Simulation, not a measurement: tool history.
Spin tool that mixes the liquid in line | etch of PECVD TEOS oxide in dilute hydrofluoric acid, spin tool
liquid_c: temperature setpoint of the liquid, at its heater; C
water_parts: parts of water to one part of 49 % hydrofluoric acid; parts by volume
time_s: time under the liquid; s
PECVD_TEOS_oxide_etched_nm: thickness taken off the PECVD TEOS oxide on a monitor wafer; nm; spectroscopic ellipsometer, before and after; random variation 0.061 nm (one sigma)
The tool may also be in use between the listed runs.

run  hour  liquid_c  water_parts  time_s  PECVD_TEOS_oxide_etched_nm
  1   0.0      21.0          125      70                      6.4647
  2   4.1      21.0          145      70                      5.5296
  3  10.7      21.0          145      60                      4.6976
  4  11.3      22.5          140      60                      5.1879
  5  12.3      23.5          130      60                      5.9502
  6  14.8      24.5          125      60                      6.4852
  7  23.0      25.0          120      60                      6.8054
  8  24.6      25.5          115      60                      7.3378
  9  31.4      25.5          115      60                      7.2764

The next listed run, before its measurement:
 10  39.6      26.0          115      60                           ?

PECVD_TEOS_oxide_etched_nm: 7.4214 nm
